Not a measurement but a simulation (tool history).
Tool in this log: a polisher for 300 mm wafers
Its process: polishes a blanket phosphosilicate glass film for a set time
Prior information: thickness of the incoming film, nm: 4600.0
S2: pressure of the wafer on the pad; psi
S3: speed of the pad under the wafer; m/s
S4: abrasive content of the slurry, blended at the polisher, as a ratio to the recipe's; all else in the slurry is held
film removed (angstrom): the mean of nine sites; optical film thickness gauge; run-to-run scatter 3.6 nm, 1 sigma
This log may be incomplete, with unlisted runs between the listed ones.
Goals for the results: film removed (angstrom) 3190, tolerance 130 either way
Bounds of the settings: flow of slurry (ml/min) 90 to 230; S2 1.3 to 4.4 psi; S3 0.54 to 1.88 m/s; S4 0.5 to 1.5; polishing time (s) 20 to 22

{"run": 1, "day": 0.0, "flow of slurry (ml/min)": 150, "S2": 2.8, "S3": 1.2, "S4": 1, "polishing time (s)": 22, "film removed (angstrom)": 1758.1}
{"run": 2, "day": 0.342, "flow of slurry (ml/min)": 150, "S2": 2.8, "S3": 1.2, "S4": 1, "polishing time (s)": 22, "film removed (angstrom)": 1749.6}
{"run": 3, "day": 0.529, "flow of slurry (ml/min)": 150, "S2": 3.2, "S3": 1.22, "S4": 1, "polishing time (s)": 22, "film removed (angstrom)": 2002.6}
{"run": 4, "day": 0.633, "flow of slurry (ml/min)": 135, "S2": 3.2, "S3": 1.22, "S4": 1, "polishing time (s)": 22, "film removed (angstrom)": 1968.1}
{"run": 5, "day": 0.746, "flow of slurry (ml/min)": 135, "S2": 3.2, "S3": 1.22, "S4": 1.2, "polishing time (s)": 22, "film removed (angstrom)": 2114.7}
{"run": 6, "day": 0.888, "flow of slurry (ml/min)": 135, "S2": 3.8, "S3": 1.22, "S4": 1.2, "polishing time (s)": 22, "film removed (angstrom)": 2517.9}
{"run": 7, "day": 1.162, "flow of slurry (ml/min)": 140, "S2": 4, "S3": 1.24, "S4": 1.2, "polishing time (s)": 22, "film removed (angstrom)": 2673.3}
{"run": 8, "day": 1.296, "flow of slurry (ml/min)": 140, "S2": 4.1, "S3": 1.26, "S4": 1.2, "polishing time (s)": 22, "film removed (angstrom)": 2762.3}
{"run": 9, "day": 1.512, "flow of slurry (ml/min)": 140, "S2": 4.2, "S3": 1.28, "S4": 1.2, "polishing time (s)": 22, "film removed (angstrom)": 2900.3}
{"run": 10, "day": 1.742, "flow of slurry (ml/min)": 140, "S2": 4.3, "S3": 1.3, "S4": 1.2, "polishing time (s)": 22, "film removed (angstrom)": 2984}

Of the 5 settings listed for the next run, only one would bring every result within its allowed miss of target. Which one?
{"run": "A", "day": 1.971, "flow of slurry (ml/min)": 125, "S2": 4.2, "S3": 1.54, "S4": 1.3, "polishing time (s)": 20, "film removed (angstrom)": "?"}
{"run": "B", "day": 1.971, "flow of slurry (ml/min)": 130, "S2": 4.4, "S3": 1.32, "S4": 1.1, "polishing time (s)": 21, "film removed (angstrom)": "?"}
{"run": "C", "day": 1.971, "flow of slurry (ml/min)": 165, "S2": 3.7, "S3": 1.62, "S4": 1.25, "polishing time (s)": 21, "film removed (angstrom)": "?"}
{"run": "D", "day": 1.971, "flow of slurry (ml/min)": 135, "S2": 4.4, "S3": 1.3, "S4": 1.35, "polishing time (s)": 22, "film removed (angstrom)": "?"}
{"run": "E", "day": 1.971, "flow of slurry (ml/min)": 160, "S2": 4.4, "S3": 1.22, "S4": 1.15, "polishing time (s)": 22, "film removed (angstrom)": "?"}

move=A film_removed_(angstrom)=2951.1
move=B film_removed_(angstrom)=2792.1
move=C film_removed_(angstrom)=2926.4
move=D film_removed_(angstrom)=3173.5
move=E film_removed_(angstrom)=2962.9
A: moves away from the targets compared with the last run
B: moves away from the targets compared with the last run
C: moves away from the targets compared with the last run
D: all results land within tolerance of their targets
E: moves away from the targets compared with the last run
So the answer is move D, the one that meets all the targets.
